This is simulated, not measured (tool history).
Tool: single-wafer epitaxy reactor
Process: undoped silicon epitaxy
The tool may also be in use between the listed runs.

run	hour	wafer temperature setpoint (pyrometer-controlled) (K)	deposition time (s)	mean film thickness on the monitor wafer (Å)
1	0.0	903.15	202	246.99
2	1.5	896.15	202	207.73
3	10.3	892.15	202	187.43
4	18.9	892.15	186	173.05
5	22.0	897.15	186	196.10
6	22.7	894.15	186	181.46
7	29.2	892.15	186	174.03

Forecast run 8:
8	38.1	890.15	186	?

Run 8 gave mean film thickness on the monitor wafer (Å) 162.86.

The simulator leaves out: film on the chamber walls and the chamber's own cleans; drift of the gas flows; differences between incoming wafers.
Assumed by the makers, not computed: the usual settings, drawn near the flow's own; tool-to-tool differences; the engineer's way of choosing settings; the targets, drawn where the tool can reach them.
